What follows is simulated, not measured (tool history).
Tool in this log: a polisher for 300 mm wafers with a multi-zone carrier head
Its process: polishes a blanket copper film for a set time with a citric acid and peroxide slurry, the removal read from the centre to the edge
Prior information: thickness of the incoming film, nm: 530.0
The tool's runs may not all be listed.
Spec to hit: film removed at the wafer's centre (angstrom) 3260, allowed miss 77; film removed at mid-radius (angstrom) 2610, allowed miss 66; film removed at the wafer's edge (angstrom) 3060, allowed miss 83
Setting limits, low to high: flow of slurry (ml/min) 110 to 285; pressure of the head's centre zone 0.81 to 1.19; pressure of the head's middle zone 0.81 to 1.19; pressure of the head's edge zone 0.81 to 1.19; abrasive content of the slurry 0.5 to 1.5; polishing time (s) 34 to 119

run,hour,flow of slurry (ml/min),pressure of the head's centre zone,pressure of the head's middle zone,pressure of the head's edge zone,abrasive content of the slurry,polishing time (s),film removed at the wafer's centre (angstrom),film removed at mid-radius (angstrom),film removed at the wafer's edge (angstrom)
1,0,180,1,1,1,1,76,2238.3,2195.1,2152.1
2,2.2,185,1.01,0.99,1.02,1.05,77,2342.1,2241,2243.6
3,7.3,190,1.02,0.98,1.04,1.1,78,2450.2,2302.4,2346.7
4,12.1,195,1.03,0.97,1.06,1.15,78,2474.3,2302.2,2423
5,15.2,200,1.05,0.97,1.07,1.2,78,2544.7,2330.2,2429.4
6,23,200,1.05,0.97,1.11,1.2,78,2538.4,2328.2,2495.5
7,27.3,205,1.06,0.96,1.12,1.25,79,2654.6,2357.4,2537.1
8,29,210,1.06,0.95,1.13,1.3,80,2703.3,2420.5,2645
9,36.4,215,1.07,0.94,1.14,1.3,80,2772.2,2422.6,2674.8
10,40.3,220,1.07,0.93,1.15,1.3,80,2748.3,2382.3,2708.3
11,44.3,270,1.15,0.93,1.19,1.5,82,3219.9,2596,2979

Consider the 5 candidate settings below. Which is the only one whose results all fall within their allowed miss of target?
A,48.3,265,1.09,0.86,1.13,1.5,88,?,?,?
B,48.3,275,1.02,0.85,1.19,1.5,88,?,?,?
C,48.3,255,1.15,0.93,1.09,1.4,83,?,?,?
D,48.3,245,1.15,0.92,1.19,1.45,82,?,?,?
E,48.3,285,1.04,0.88,1.19,1.45,87,?,?,?

move,film removed at the wafer's centre (angstrom),film removed at mid-radius (angstrom),film removed at the wafer's edge (angstrom)
A,3247.4,2612.3,3099.8
B,3055.9,2600.2,3194.4
C,3162.8,2564.6,2812.8
D,3133.4,2520.5,2920.9
E,3068.5,2629.2,3141
A: in spec on every target
B: takes the biggest miss from the last run beyond its target
C: lands further from the targets than the last run did
D: lands further from the targets than the last run did
E: corrects the largest miss of the last run, while another result sits out of spec
The right move is A.
